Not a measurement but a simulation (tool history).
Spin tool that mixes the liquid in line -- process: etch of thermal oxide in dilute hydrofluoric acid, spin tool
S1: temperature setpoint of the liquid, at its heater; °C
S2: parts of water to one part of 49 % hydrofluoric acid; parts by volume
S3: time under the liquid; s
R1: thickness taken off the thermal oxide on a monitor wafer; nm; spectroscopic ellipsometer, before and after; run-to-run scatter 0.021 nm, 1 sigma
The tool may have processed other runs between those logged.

run,hour,S1,S2,S3,R1
1,0.0,21.0,210,70,1.34100
2,4.0,22.5,200,70,1.48970
3,7.6,20.5,200,70,1.42000
4,13.1,20.5,200,50,0.99684
5,19.9,22.0,190,50,1.12970
6,22.5,22.0,140,50,1.60560
7,30.3,23.0,135,50,1.75260
8,32.3,24.0,130,50,1.93550
9,38.3,24.0,130,50,1.89170
10,40.6,25.0,130,50,1.97410
11,44.0,25.5,125,50,2.09130
12,49.3,26.0,125,50,2.16420
13,52.4,26.5,125,50,2.19450
14,59.2,29.0,110,50,2.78370
15,61.7,28.5,110,50,2.75350
16,68.9,28.0,110,50,2.67120
# hour 74.3: thermometer replaced
17,74.3,28.0,110,50,2.82340

What does the tool deliver on the next run?
18,76.7,27.0,110,50,?

{"run 18": {"R1": 2.7006}}
